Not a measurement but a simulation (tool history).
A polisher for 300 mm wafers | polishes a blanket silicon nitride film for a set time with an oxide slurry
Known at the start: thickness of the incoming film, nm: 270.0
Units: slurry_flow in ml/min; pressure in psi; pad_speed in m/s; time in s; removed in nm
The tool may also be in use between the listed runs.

run,day,slurry_flow,pressure,pad_speed,slurry_solids,time,removed
1,0,240,3.7,0.9,1,105,75.295
2,0.312,240,4.3,0.94,1,105,89.743
3,0.617,295,4.3,0.94,1,105,93.638
4,0.954,295,4.7,0.96,1,105,99.906
5,1.175,295,4.7,0.96,1,110,104.85
6,1.467,295,4.7,0.96,1,105,102.4

Forecast run 7:
7,1.696,295,5.7,1.06,1,105,?

{"run 7": {"removed": 134.45}}

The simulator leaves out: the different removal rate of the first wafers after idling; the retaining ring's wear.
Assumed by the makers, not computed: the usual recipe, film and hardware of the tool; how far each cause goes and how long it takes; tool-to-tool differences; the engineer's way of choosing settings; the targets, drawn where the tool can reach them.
